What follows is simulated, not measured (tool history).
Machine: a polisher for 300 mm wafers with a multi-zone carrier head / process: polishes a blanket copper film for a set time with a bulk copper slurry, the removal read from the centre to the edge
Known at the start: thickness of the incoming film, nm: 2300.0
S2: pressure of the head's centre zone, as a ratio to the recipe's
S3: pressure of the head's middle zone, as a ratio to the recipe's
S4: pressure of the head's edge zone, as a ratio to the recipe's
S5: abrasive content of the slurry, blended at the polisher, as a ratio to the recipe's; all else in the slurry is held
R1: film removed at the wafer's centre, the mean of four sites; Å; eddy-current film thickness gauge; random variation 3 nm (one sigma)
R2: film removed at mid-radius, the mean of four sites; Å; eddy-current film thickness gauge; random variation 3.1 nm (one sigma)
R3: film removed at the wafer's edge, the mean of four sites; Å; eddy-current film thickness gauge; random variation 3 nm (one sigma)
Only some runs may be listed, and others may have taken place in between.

{"run": 1, "hour": 0.0, "flow of slurry (ml/min)": 265, "S2": 1, "S3": 1, "S4": 1, "S5": 1, "polishing time (s)": 57, "R1": 5315.2, "R2": 5355.9, "R3": 5665.4}
{"run": 2, "hour": 1.6, "flow of slurry (ml/min)": 265, "S2": 1, "S3": 1, "S4": 1, "S5": 0.85, "polishing time (s)": 57, "R1": 5267.5, "R2": 5349.9, "R3": 5541.4}
{"run": 3, "hour": 2.6, "flow of slurry (ml/min)": 305, "S2": 1, "S3": 1, "S4": 1, "S5": 0.85, "polishing time (s)": 57, "R1": 5376.2, "R2": 5450.1, "R3": 5506.9}
{"run": 4, "hour": 4.6, "flow of slurry (ml/min)": 305, "S2": 1, "S3": 1, "S4": 1, "S5": 0.85, "polishing time (s)": 43, "R1": 4011, "R2": 4023.3, "R3": 4152.2}
{"run": 5, "hour": 7.7, "flow of slurry (ml/min)": 285, "S2": 1.02, "S3": 0.95, "S4": 0.99, "S5": 0.8, "polishing time (s)": 42, "R1": 3920.4, "R2": 3733.7, "R3": 4011.2}
{"run": 6, "hour": 12.5, "flow of slurry (ml/min)": 270, "S2": 1.05, "S3": 0.91, "S4": 0.99, "S5": 0.75, "polishing time (s)": 42, "R1": 4024.7, "R2": 3607.1, "R3": 3977.7}
{"run": 7, "hour": 19.2, "flow of slurry (ml/min)": 255, "S2": 1.07, "S3": 0.88, "S4": 1, "S5": 0.7, "polishing time (s)": 41, "R1": 3906.6, "R2": 3338.9, "R3": 3835.3}
{"run": 8, "hour": 20.7, "flow of slurry (ml/min)": 250, "S2": 1.08, "S3": 0.86, "S4": 1, "S5": 0.7, "polishing time (s)": 41, "R1": 3937.9, "R2": 3244.9, "R3": 3859}
{"run": 9, "hour": 26.6, "flow of slurry (ml/min)": 245, "S2": 1.09, "S3": 0.85, "S4": 0.99, "S5": 0.7, "polishing time (s)": 41, "R1": 4006.8, "R2": 3247.6, "R3": 3826}

Predict the results of run 10:
{"run": 10, "hour": 35.4, "flow of slurry (ml/min)": 240, "S2": 1.09, "S3": 0.84, "S4": 0.99, "S5": 0.7, "polishing time (s)": 41, "R1": "?", "R2": "?", "R3": "?"}

R1: 3975.7 Å
R2: 3204 Å
R3: 3805.1 Å
